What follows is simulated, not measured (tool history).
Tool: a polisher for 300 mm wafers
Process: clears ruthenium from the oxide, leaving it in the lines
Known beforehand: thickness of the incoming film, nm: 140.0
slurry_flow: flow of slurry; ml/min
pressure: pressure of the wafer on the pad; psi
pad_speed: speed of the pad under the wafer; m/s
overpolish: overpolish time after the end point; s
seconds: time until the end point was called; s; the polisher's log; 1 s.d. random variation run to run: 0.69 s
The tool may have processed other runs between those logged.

| run | hour | slurry_flow | pressure | pad_speed | overpolish | seconds |
|---|---|---|---|---|---|---|
| 1 | 0.0 | 250 | 2.0 | 1.30 | 18 | 98.105 |
| 2 | 5.5 | 250 | 2.0 | 1.02 | 18 | 117.560 |
| 3 | 6.4 | 255 | 2.1 | 1.02 | 18 | 110.080 |
| 4 | 11.6 | 255 | 2.5 | 1.02 | 18 | 91.921 |
| 5 | 19.1 | 255 | 2.5 | 1.02 | 20 | 93.460 |
| 6 | 24.4 | 260 | 2.5 | 1.02 | 20 | 93.978 |

What does the tool deliver on the next run?
| 7 | 26.1 | 260 | 2.6 | 1.02 | 20 | ? |

For run 7 the tool returned seconds 90.118 s.
